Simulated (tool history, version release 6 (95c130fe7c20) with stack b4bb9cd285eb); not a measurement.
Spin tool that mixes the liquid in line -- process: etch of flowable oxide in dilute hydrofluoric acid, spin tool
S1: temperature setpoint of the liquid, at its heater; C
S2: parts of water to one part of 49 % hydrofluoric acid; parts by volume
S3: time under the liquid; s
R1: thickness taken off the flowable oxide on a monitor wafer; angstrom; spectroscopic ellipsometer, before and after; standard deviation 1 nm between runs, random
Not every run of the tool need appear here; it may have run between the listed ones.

{"run": 1, "hour": 0.0, "S1": 26.0, "S2": 85, "S3": 245, "R1": 957.64}
{"run": 2, "hour": 6.5, "S1": 26.0, "S2": 85, "S3": 260, "R1": 1017.4}
{"run": 3, "hour": 7.7, "S1": 27.5, "S2": 85, "S3": 260, "R1": 1076.7}
{"run": 4, "hour": 11.2, "S1": 30.5, "S2": 85, "S3": 260, "R1": 1219.2}
{"run": 5, "hour": 12.8, "S1": 27.5, "S2": 85, "S3": 260, "R1": 1071.6}
{"run": 6, "hour": 15.8, "S1": 28.5, "S2": 85, "S3": 260, "R1": 1109.7}
{"run": 7, "hour": 21.7, "S1": 29.5, "S2": 85, "S3": 260, "R1": 1153.5}

The next listed run, before its measurement:
{"run": 8, "hour": 27.9, "S1": 30.0, "S2": 85, "S3": 260, "R1": "?"}

Run 8 measured R1 1180.90 angstrom.
